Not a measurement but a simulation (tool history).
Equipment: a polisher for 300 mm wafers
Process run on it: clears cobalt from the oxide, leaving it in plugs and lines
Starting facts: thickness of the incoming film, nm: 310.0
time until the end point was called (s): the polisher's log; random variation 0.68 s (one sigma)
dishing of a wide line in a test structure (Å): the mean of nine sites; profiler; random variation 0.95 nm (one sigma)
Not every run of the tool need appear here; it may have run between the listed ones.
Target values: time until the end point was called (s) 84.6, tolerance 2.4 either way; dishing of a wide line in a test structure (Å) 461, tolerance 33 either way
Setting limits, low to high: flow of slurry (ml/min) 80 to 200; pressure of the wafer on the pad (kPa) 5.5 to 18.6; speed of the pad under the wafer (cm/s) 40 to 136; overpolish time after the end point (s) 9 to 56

run	hour	flow of slurry (ml/min)	pressure of the wafer on the pad (kPa)	speed of the pad under the wafer (cm/s)	overpolish time after the end point (s)	time until the end point was called (s)	dishing of a wide line in a test structure (Å)
1	0	130	11.7	88	29	81.507	574.64
2	3.1	130	11.7	88	40	80.592	668.52
3	9.2	130	11.7	88	34	80.327	628.3
4	14.4	130	10.3	88	34	92.185	629.7
5	22.4	135	10.3	88	28	92.503	556.7
6	29.8	135	10.3	70	28	108.14	511.5
7	31.5	135	10.3	70	28	111.74	508.21
8	34.5	170	13.8	70	14	81.9	393.42
9	37.4	165	13.8	70	16	80.929	447.3
10	43.2	160	13.8	70	16	82.097	440.47
11	48.1	155	13.8	70	16	81.362	434.18
12	53.7	155	13.8	70	17	82.657	444.13
13	62	150	13.8	70	20	80.962	496.29
14	70.6	155	13.8	70	19	81.309	488.71
15	77.5	155	13.8	70	18	82.624	466.95
16	79.8	150	13.8	70	17	82.265	472.28
17	85.3	150	13.8	70	16	82.256	441.04
18	88.1	150	13.8	70	17	82.693	460.41

Next run, 5 choices. One meets every target within its allowed miss, the rest don't. Which?
A	90.9	165	11.7	86	18	?	?
B	90.9	110	13.8	76	18	?	?
C	90.9	100	14.5	70	18	?	?
D	90.9	180	13.1	76	16	?	?
E	90.9	115	13.1	78	23	?	?

move	time until the end point was called (s)	dishing of a wide line in a test structure (Å)
A	79.745	475.66
B	80.921	471.33
C	84.177	460.36
D	78.454	447.24
E	82.539	534.37
A: further off than the last run
B: further off than the last run
C: in spec on every target
D: further off than the last run
E: the furthest-off result lands on target, but another misses its tolerance
C meets every target.
